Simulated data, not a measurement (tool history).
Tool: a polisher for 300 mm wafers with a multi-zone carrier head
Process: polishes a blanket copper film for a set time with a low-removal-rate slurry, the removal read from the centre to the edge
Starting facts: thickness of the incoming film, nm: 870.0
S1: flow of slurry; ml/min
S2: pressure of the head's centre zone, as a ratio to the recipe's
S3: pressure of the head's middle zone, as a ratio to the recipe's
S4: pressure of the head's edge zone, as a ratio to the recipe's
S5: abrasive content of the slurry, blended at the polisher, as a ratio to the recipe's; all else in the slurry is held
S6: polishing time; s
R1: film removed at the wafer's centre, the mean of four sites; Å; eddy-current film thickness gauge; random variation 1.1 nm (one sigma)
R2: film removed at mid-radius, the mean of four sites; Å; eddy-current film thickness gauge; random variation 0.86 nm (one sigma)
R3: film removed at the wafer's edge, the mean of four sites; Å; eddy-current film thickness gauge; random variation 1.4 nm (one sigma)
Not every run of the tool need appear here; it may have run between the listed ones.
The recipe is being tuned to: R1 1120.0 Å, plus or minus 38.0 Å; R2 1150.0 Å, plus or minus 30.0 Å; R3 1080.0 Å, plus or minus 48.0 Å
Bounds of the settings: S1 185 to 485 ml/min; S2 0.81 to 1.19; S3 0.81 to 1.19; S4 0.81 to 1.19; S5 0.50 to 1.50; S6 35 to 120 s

{"run": 1, "hour": 0.0, "S1": 310, "S2": 1.0, "S3": 1.0, "S4": 1.0, "S5": 1.0, "S6": 77, "R1": 2098.0, "R2": 2064.1, "R3": 2143.0}
{"run": 2, "hour": 3.2, "S1": 310, "S2": 1.0, "S3": 1.0, "S4": 1.0, "S5": 1.1, "S6": 77, "R1": 2172.1, "R2": 2117.2, "R3": 2214.6}
{"run": 3, "hour": 6.3, "S1": 310, "S2": 1.0, "S3": 1.07, "S4": 1.0, "S5": 1.1, "S6": 77, "R1": 2180.5, "R2": 2206.6, "R3": 2280.7}
{"run": 4, "hour": 13.4, "S1": 310, "S2": 0.92, "S3": 1.07, "S4": 1.0, "S5": 1.1, "S6": 77, "R1": 1996.1, "R2": 2256.0, "R3": 2244.9}
{"run": 5, "hour": 17.1, "S1": 310, "S2": 0.89, "S3": 1.07, "S4": 1.0, "S5": 1.1, "S6": 77, "R1": 1961.5, "R2": 2253.8, "R3": 2240.3}
{"run": 6, "hour": 18.1, "S1": 310, "S2": 0.89, "S3": 1.07, "S4": 1.0, "S5": 1.1, "S6": 94, "R1": 2332.4, "R2": 2751.0, "R3": 2715.5}
{"run": 7, "hour": 21.6, "S1": 315, "S2": 0.89, "S3": 1.03, "S4": 0.94, "S5": 0.9, "S6": 77, "R1": 1857.8, "R2": 2109.0, "R3": 2125.1}
{"run": 8, "hour": 25.0, "S1": 275, "S2": 0.92, "S3": 1.04, "S4": 0.9, "S5": 0.8, "S6": 64, "R1": 1570.7, "R2": 1714.6, "R3": 1671.3}
{"run": 9, "hour": 33.5, "S1": 255, "S2": 0.93, "S3": 1.04, "S4": 0.87, "S5": 0.7, "S6": 57, "R1": 1360.4, "R2": 1481.5, "R3": 1465.7}
{"run": 10, "hour": 39.6, "S1": 270, "S2": 0.96, "S3": 1.05, "S4": 0.85, "S5": 0.65, "S6": 51, "R1": 1260.2, "R2": 1322.8, "R3": 1272.5}
{"run": 11, "hour": 43.2, "S1": 270, "S2": 0.96, "S3": 1.05, "S4": 0.85, "S5": 0.65, "S6": 51, "R1": 1243.8, "R2": 1316.8, "R3": 1277.0}
{"run": 12, "hour": 47.9, "S1": 275, "S2": 0.97, "S3": 1.06, "S4": 0.84, "S5": 0.6, "S6": 49, "R1": 1208.6, "R2": 1257.0, "R3": 1220.4}
{"run": 13, "hour": 49.1, "S1": 275, "S2": 0.98, "S3": 1.07, "S4": 0.83, "S5": 0.6, "S6": 47, "R1": 1147.3, "R2": 1218.0, "R3": 1154.0}
{"run": 14, "hour": 57.7, "S1": 275, "S2": 0.99, "S3": 1.07, "S4": 0.82, "S5": 0.55, "S6": 47, "R1": 1156.7, "R2": 1214.2, "R3": 1124.4}

Exercise: of the 4 proposed moves below, exactly one satisfies all targets within the stated allowed misses. Which move is it?
{"run": "A", "hour": 66.3, "S1": 305, "S2": 1.06, "S3": 1.1, "S4": 0.81, "S5": 0.55, "S6": 44, "R1": "?", "R2": "?", "R3": "?"}
{"run": "B", "hour": 66.3, "S1": 295, "S2": 1.04, "S3": 1.17, "S4": 0.81, "S5": 0.5, "S6": 45, "R1": "?", "R2": "?", "R3": "?"}
{"run": "C", "hour": 66.3, "S1": 310, "S2": 0.96, "S3": 1.17, "S4": 0.81, "S5": 0.5, "S6": 48, "R1": "?", "R2": "?", "R3": "?"}
{"run": "D", "hour": 66.3, "S1": 200, "S2": 1.03, "S3": 1.1, "S4": 0.86, "S5": 0.75, "S6": 43, "R1": "?", "R2": "?", "R3": "?"}

move=A R1=1171.0 R2=1176.1 R3=1093.6
move=B R1=1156.9 R2=1248.9 R3=1100.9
move=C R1=1143.4 R2=1338.0 R3=1177.7
move=D R1=1116.4 R2=1159.2 R3=1105.0
A: the furthest-off result lands on target, but another misses its tolerance
B: misses by more than the last run did
C: misses by more than the last run did
D: in spec on every target
Answer: D
